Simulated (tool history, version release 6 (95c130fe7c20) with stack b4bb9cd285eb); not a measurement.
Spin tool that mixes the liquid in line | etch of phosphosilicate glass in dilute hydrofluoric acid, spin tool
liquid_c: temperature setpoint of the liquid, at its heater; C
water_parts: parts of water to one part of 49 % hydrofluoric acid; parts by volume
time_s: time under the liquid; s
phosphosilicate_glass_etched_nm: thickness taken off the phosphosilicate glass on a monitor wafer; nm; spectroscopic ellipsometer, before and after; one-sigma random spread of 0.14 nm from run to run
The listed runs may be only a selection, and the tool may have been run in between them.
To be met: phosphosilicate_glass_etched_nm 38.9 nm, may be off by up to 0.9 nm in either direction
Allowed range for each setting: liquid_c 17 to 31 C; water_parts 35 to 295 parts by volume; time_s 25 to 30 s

run  hour  liquid_c  water_parts  time_s  phosphosilicate_glass_etched_nm
  1     0        23          165      30                           24.287
  2   7.4      24.5          160      30                           26.779
  3   8.2      25.5          155      30                           28.957
  4  12.5      26.5          155      30                           30.029
  5  19.6      26.5          155      25                           24.976
  6  23.9        27          145      25                           27.679
  7  24.6      27.5          135      25                           30.622
  8  28.2        28          130      25                           32.687
  9  29.2      28.5          125      25                           34.694
 10  37.7        29          125      25                           35.678
 11  40.6      29.5          125      25                           36.192
 12  47.7        30          125      25                           36.843
 13  52.8        31          120      25                            39.81

Which of these 4 next moves meets every target?
  A  57.9        29          110      25                                ?
  B  57.9      23.5           95      25                                ?
  C  57.9        31          140      30                                ?
  D  57.9      30.5          115      25                                ?

move  phosphosilicate_glass_etched_nm
   A                           41.099
   B                           39.066
   C                           40.135
   D                           41.324
A: the biggest miss grows against the last run
B: every result within its allowed miss
C: the biggest miss grows against the last run
D: the biggest miss grows against the last run
Move B is the one to make.

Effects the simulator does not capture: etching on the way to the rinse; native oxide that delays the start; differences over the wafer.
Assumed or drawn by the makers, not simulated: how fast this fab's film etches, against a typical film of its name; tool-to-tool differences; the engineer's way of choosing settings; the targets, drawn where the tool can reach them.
